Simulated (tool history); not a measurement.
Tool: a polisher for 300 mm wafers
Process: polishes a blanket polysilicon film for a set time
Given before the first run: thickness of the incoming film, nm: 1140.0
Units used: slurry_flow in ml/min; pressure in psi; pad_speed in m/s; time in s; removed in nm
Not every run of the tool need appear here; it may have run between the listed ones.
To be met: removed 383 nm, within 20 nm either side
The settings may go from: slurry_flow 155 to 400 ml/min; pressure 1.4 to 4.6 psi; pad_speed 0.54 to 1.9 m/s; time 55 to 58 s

run,hour,slurry_flow,pressure,pad_speed,time,removed
1,0,255,3,1.22,55,505.72
2,3.5,255,3.3,1.22,55,557.05
3,8.4,255,3.8,1.22,55,628.8
4,11.7,255,3.4,1.22,55,568.57
5,15.2,255,3.4,1.22,58,598.55
6,17.8,255,3.4,1.42,58,688.18
7,22.9,255,3.1,1.4,58,599.19
# hour 27.7: slurry nozzle cleaned
8,27.7,255,2.9,1.38,58,594.5
9,32.4,255,2.7,1.36,58,531.65
10,36.2,255,2.6,1.36,58,517.22
11,42.8,255,1.8,1.32,58,360.99

Which one of the following 4 next-run settings gets every result inside its allowed miss? There is exactly one.
A,49.4,190,1.8,1.4,55,?
B,49.4,270,1.7,1.34,58,?
C,49.4,230,1.6,1.3,55,?
D,49.4,220,2.1,1.28,56,?

move,removed
A,346.88
B,341.88
C,293.44
D,379.83
A: misses by more than the last run did
B: misses by more than the last run did
C: misses by more than the last run did
D: each result inside its tolerance
Correct choice: D, which meets every target
